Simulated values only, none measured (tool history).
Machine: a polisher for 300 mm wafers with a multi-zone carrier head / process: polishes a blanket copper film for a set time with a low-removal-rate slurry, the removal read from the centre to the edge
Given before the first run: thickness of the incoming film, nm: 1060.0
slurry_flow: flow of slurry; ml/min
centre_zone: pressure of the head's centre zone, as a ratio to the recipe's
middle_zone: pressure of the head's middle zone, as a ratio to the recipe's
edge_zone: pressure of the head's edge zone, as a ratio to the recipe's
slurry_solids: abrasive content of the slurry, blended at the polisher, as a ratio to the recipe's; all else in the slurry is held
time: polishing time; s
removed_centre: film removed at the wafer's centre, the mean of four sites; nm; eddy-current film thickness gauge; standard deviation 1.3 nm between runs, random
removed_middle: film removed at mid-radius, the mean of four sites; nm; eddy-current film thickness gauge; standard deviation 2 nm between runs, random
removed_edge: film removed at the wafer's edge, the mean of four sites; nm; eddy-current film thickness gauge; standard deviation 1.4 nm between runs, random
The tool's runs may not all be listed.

run,hour,slurry_flow,centre_zone,middle_zone,edge_zone,slurry_solids,time,removed_centre,removed_middle,removed_edge
1,0,235,1,1,1,1,76,153.46,163.83,151.83
2,3.7,245,1.03,0.97,1.04,1.1,76,160.73,156.85,159.7
3,4.4,245,0.95,0.97,1.04,1.1,76,152.37,157.35,158.85
4,5.3,245,0.95,0.97,1.04,1.25,76,154.12,165.44,165.23
5,12.3,260,1,0.96,1.06,1.3,76,166.54,167.11,170.73
6,14.9,260,0.93,0.96,1.06,1.3,76,154.28,165.73,170.13

Run 7 comes next. What will it give?
7,18.9,275,0.98,0.95,1.08,1.3,76,?,?,?

Run 7 came out at removed_centre 164.63 nm, removed_middle 165.85 nm, removed_edge 171.48 nm.
